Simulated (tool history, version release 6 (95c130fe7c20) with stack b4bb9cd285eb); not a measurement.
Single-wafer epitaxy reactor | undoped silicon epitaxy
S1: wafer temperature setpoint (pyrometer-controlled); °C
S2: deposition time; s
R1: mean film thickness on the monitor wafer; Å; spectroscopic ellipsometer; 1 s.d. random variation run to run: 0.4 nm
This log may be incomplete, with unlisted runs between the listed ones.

| run | hour | S1 | S2 | R1 |
|---|---|---|---|---|
| 1 | 0.0 | 660 | 462 | 1001.60 |
| 2 | 4.0 | 660 | 416 | 896.51 |
| 3 | 7.7 | 670 | 416 | 1076.80 |
| 4 | 8.2 | 670 | 477 | 1231.50 |
| 5 | 15.7 | 670 | 535 | 1391.60 |
| 6 | 24.1 | 664 | 535 | 1242.50 |

The next listed run, before its measurement:
| 7 | 29.4 | 658 | 533 | ? |

{"run 7": {"R1": 1107.0}}

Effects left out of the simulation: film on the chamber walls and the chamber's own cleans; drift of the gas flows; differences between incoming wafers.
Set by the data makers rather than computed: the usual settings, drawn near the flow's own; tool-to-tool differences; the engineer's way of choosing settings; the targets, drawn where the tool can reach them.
